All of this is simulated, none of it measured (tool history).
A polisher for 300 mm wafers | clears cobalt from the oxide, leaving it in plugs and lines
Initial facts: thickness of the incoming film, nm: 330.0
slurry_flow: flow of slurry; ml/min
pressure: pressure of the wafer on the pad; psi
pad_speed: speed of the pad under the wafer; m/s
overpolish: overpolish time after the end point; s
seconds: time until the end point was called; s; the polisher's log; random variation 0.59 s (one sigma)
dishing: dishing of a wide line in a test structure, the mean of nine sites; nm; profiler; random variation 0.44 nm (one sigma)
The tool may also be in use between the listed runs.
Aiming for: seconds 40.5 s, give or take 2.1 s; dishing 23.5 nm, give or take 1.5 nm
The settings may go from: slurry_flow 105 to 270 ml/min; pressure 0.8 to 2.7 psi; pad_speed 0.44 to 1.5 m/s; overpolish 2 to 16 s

run 1 hour=0 | slurry_flow=175 pressure=1.7 pad_speed=0.96 overpolish=8 | seconds=77.49 dishing=32.016
run 2 hour=5.2 | slurry_flow=175 pressure=1.8 pad_speed=0.96 overpolish=7 | seconds=70.843 dishing=30.066
run 3 hour=11.6 | slurry_flow=175 pressure=1.8 pad_speed=0.72 overpolish=7 | seconds=87.23 dishing=25.026
run 4 hour=19.5 | slurry_flow=210 pressure=1.8 pad_speed=0.72 overpolish=7 | seconds=88.256 dishing=25.514
run 5 hour=22.8 | slurry_flow=200 pressure=1.9 pad_speed=0.74 overpolish=6 | seconds=81.602 dishing=23.801
run 6 hour=23.5 | slurry_flow=220 pressure=1.9 pad_speed=0.74 overpolish=6 | seconds=77.878 dishing=24.148
run 7 hour=30.9 | slurry_flow=220 pressure=2 pad_speed=0.74 overpolish=6 | seconds=74.945 dishing=25.688
run 8 hour=31.9 | slurry_flow=215 pressure=2.1 pad_speed=0.76 overpolish=6 | seconds=70.102 dishing=26.268
run 9 hour=34.9 | slurry_flow=215 pressure=2.2 pad_speed=0.78 overpolish=6 | seconds=66.92 dishing=28.104
run 10 hour=36 | slurry_flow=220 pressure=2.3 pad_speed=0.8 overpolish=6 | seconds=62.75 dishing=29.349
run 11 hour=44.1 | slurry_flow=225 pressure=2.3 pad_speed=0.82 overpolish=6 | seconds=59.982 dishing=29.853
run 12 hour=47.8 | slurry_flow=230 pressure=2.3 pad_speed=0.84 overpolish=6 | seconds=57.917 dishing=30.628
run 13 hour=49.4 | slurry_flow=235 pressure=2.3 pad_speed=0.84 overpolish=6 | seconds=57.983 dishing=31.053
run 14 hour=57.5 | slurry_flow=240 pressure=2.3 pad_speed=0.84 overpolish=6 | seconds=60.111 dishing=31.053
run 15 hour=58.7 | slurry_flow=230 pressure=2.3 pad_speed=0.86 overpolish=6 | seconds=58.794 dishing=31.502
run 16 hour=64.9 | slurry_flow=215 pressure=2.3 pad_speed=0.88 overpolish=6 | seconds=58.376 dishing=32.711
run 17 hour=67.6 | slurry_flow=220 pressure=2.3 pad_speed=0.88 overpolish=6 | seconds=58.052 dishing=30.75
run 18 hour=72.2 | slurry_flow=270 pressure=2.7 pad_speed=0.96 overpolish=2 | seconds=44.03 dishing=15.134
run 19 hour=73.8 | slurry_flow=265 pressure=2.7 pad_speed=0.98 overpolish=2 | seconds=44.116 dishing=14.543
run 20 hour=76.2 | slurry_flow=265 pressure=2.7 pad_speed=1 overpolish=2 | seconds=43.899 dishing=15.45
run 21 hour=78 | slurry_flow=260 pressure=2.7 pad_speed=1.02 overpolish=2 | seconds=42.738 dishing=15.232
run 22 hour=86.9 | slurry_flow=260 pressure=2.5 pad_speed=1.2 overpolish=6 | seconds=40.813 dishing=40.263
run 23 hour=93.2 | slurry_flow=260 pressure=2.6 pad_speed=1.16 overpolish=5 | seconds=40.168 dishing=37.047
run 24 hour=98.6 | slurry_flow=260 pressure=2.7 pad_speed=1.12 overpolish=4 | seconds=39.802 dishing=29.096
run 25 hour=99.4 | slurry_flow=265 pressure=2.7 pad_speed=1.12 overpolish=4 | seconds=39.981 dishing=28.977

5 candidate next runs follow, results not yet known. Just one meets every target within its allowed miss. Identify it.
run A hour=100.2 | slurry_flow=270 pressure=2.4 pad_speed=1.28 overpolish=3 | seconds=? dishing=?
run B hour=100.2 | slurry_flow=245 pressure=2.4 pad_speed=1.1 overpolish=4 | seconds=? dishing=?
run C hour=100.2 | slurry_flow=270 pressure=2.7 pad_speed=1.18 overpolish=5 | seconds=? dishing=?
run D hour=100.2 | slurry_flow=270 pressure=2.3 pad_speed=1.2 overpolish=4 | seconds=? dishing=?
run E hour=100.2 | slurry_flow=215 pressure=2.5 pad_speed=1.14 overpolish=4 | seconds=? dishing=?

move=A seconds=40.773 dishing=23.471
move=B seconds=46.518 dishing=26.797
move=C seconds=38.794 dishing=37.066
move=D seconds=44.782 dishing=27.659
move=E seconds=44.14 dishing=27.991
A: all results in spec
B: moves toward the targets from the last run without getting all of them in spec
C: its largest miss is bigger than the last run's
D: moves toward the targets from the last run without getting all of them in spec
E: moves toward the targets from the last run without getting all of them in spec
The move that meets every target is A.
